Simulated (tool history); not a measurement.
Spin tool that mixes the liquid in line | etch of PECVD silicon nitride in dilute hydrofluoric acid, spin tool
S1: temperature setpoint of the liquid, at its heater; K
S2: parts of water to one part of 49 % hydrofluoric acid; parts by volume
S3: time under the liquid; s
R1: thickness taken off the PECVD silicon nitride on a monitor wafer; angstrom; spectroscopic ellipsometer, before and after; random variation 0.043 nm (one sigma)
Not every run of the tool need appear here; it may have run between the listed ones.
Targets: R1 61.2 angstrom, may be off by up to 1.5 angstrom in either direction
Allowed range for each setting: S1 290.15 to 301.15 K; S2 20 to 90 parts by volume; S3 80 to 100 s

run  hour      S1  S2   S3      R1
  1     0  293.15  50  100  35.324
  2   5.5  295.15  50  100  40.462
  3   7.6  295.15  40  100  49.771
  4  15.1  295.15  30  100  65.764
  5  18.4  297.15  30  100  76.558
  6  24.1  300.15  30  100  93.412
  7  28.5  298.65  30  100  83.706
  8  29.9  297.65  30  100  78.364
  9  34.5  296.65  30  100  73.108
 10  36.8  296.65  30  100  73.188
 11  42.1  296.15  30  100   70.47

Next run, 5 choices. One meets every target within its allowed miss, the rest don't. Which?
  A  47.4  295.65  25  95   ?
  B  47.4  291.65  25  95   ?
  C  47.4  296.65  25  95   ?
  D  47.4  295.65  30  90   ?
  E  47.4  295.15  30  85   ?

move      R1
   A  78.087
   B  59.009
   C  83.648
   D  62.074
   E  56.638
A: moves away from the targets compared with the last run
B: takes the biggest miss from the last run beyond its target
C: moves away from the targets compared with the last run
D: in spec on every target
E: takes the biggest miss from the last run beyond its target
Go with D: it meets all targets.

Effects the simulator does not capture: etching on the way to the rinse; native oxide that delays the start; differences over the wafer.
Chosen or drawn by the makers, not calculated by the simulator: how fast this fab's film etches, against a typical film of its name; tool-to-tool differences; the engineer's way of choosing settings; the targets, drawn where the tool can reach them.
